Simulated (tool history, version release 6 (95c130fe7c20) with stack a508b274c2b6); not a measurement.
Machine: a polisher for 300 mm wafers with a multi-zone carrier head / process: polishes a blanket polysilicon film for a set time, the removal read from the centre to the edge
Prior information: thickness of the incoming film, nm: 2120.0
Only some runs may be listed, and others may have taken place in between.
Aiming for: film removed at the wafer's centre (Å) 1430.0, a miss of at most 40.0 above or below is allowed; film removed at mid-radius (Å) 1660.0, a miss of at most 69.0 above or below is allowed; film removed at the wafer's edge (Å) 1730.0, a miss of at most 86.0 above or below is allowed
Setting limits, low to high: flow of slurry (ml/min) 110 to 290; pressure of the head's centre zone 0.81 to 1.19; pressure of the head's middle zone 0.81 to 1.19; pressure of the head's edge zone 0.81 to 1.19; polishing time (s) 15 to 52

run	hour	flow of slurry (ml/min)	pressure of the head's centre zone	pressure of the head's middle zone	pressure of the head's edge zone	polishing time (s)	film removed at the wafer's centre (Å)	film removed at mid-radius (Å)	film removed at the wafer's edge (Å)
1	0.0	185	1.00	1.00	1.00	33	2700.0	2763.6	2838.3
2	8.7	180	0.97	0.99	0.98	31	2468.6	2567.7	2635.7
3	11.2	175	0.95	0.98	0.97	29	2276.5	2375.1	2484.1
4	12.6	175	0.95	0.98	1.05	29	2231.3	2366.2	2465.0
5	21.5	170	0.93	0.98	1.05	27	2041.3	2210.8	2350.5
6	28.3	200	0.93	0.98	1.05	27	2113.1	2241.9	2393.0
7	33.9	150	0.83	0.91	0.95	18	1205.0	1363.5	1490.1
8	35.3	165	0.83	0.92	0.96	18	1223.9	1376.5	1483.9
9	35.8	165	0.84	0.94	0.99	18	1226.0	1410.0	1517.1
10	37.8	175	0.85	0.95	1.01	18	1245.4	1433.6	1521.8
11	39.1	175	0.86	0.96	1.03	18	1260.7	1442.3	1517.5
12	41.2	180	0.86	0.97	1.04	18	1285.3	1482.2	1591.1
13	43.6	230	0.89	1.02	1.02	18	1379.1	1608.2	1593.0
14	52.3	230	0.89	1.02	1.04	18	1379.8	1567.7	1611.0
15	58.5	230	0.89	1.03	1.05	18	1372.3	1600.0	1622.3
16	60.9	230	0.89	1.03	1.06	18	1349.4	1562.7	1610.4
17	66.7	230	0.89	1.03	1.07	18	1371.4	1564.5	1584.8
18	70.6	230	0.88	1.03	1.07	18	1356.2	1616.4	1575.4
19	73.6	220	0.88	1.02	1.08	18	1348.8	1574.1	1613.1
20	75.6	220	0.88	1.02	1.09	18	1348.4	1531.2	1579.7
21	79.1	220	0.88	1.01	1.08	18	1361.0	1559.9	1609.0
22	85.4	220	0.88	1.01	1.09	18	1350.1	1513.3	1619.4
23	89.8	260	0.88	1.07	1.13	19	1447.1	1773.8	1752.9
24	95.4	255	0.88	1.06	1.13	19	1446.4	1728.1	1756.6

4 candidate next runs follow, results not yet known. Just one meets every target within its allowed miss. Identify it.
A	101.0	260	0.89	1.12	1.05	19	?	?	?
B	101.0	265	0.83	1.06	1.09	20	?	?	?
C	101.0	245	0.88	0.93	1.13	19	?	?	?
D	101.0	240	0.88	1.01	1.11	19	?	?	?

move	film removed at the wafer's centre (Å)	film removed at mid-radius (Å)	film removed at the wafer's edge (Å)
A	1479.5	1816.4	1717.3
B	1454.1	1828.3	1834.5
C	1450.3	1541.8	1756.1
D	1447.3	1648.6	1740.4
A: lands further from the targets than the last run did
B: lands further from the targets than the last run did
C: carries the result that was furthest off beyond its target, to the other side
D: each result inside its tolerance
So the answer is move D, the one that meets all the targets.
